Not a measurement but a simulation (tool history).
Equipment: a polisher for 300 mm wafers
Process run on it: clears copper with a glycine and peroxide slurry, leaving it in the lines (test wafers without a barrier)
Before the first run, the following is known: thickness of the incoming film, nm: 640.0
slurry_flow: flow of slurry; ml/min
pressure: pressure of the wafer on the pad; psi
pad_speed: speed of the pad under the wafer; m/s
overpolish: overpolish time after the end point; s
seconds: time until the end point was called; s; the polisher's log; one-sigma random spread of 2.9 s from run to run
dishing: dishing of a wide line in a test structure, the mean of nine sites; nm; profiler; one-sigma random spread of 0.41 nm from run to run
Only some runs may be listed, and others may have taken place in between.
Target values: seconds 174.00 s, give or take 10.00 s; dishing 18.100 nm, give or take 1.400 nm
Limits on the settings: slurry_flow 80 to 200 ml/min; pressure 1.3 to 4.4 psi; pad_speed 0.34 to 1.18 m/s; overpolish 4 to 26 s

run,day,slurry_flow,pressure,pad_speed,overpolish,seconds,dishing
1,0.000,130,2.8,0.76,13,213.81,31.143
2,0.300,130,2.9,0.78,11,198.42,27.999
3,0.558,130,2.9,0.78,6,203.57,15.262
4,0.712,130,2.9,0.78,4,208.69,10.675
5,0.962,130,3.3,0.78,4,181.75,12.022
6,1.171,130,3.3,0.78,9,177.41,25.389
7,1.250,135,3.3,0.80,7,179.05,20.392
8,1.604,125,3.4,0.80,7,170.77,20.634

5 next moves are on the table. One of them brings every result within its allowed miss. Which?
A,1.958,95,2.8,0.84,7,?,?
B,1.958,135,3.5,0.64,7,?,?
C,1.958,130,3.3,0.68,9,?,?
D,1.958,110,3.3,0.88,6,?,?
E,1.958,150,3.1,0.68,9,?,?

move,seconds,dishing
A,210.12,17.616
B,199.80,18.573
C,201.12,23.353
D,169.76,18.666
E,205.29,22.888
A: the worst result of the last run now meets its target, but another is out of spec
B: the worst result of the last run now meets its target, but another is out of spec
C: lands further from the targets than the last run did
D: meets every target
E: lands further from the targets than the last run did
Correct choice: D, which meets every target
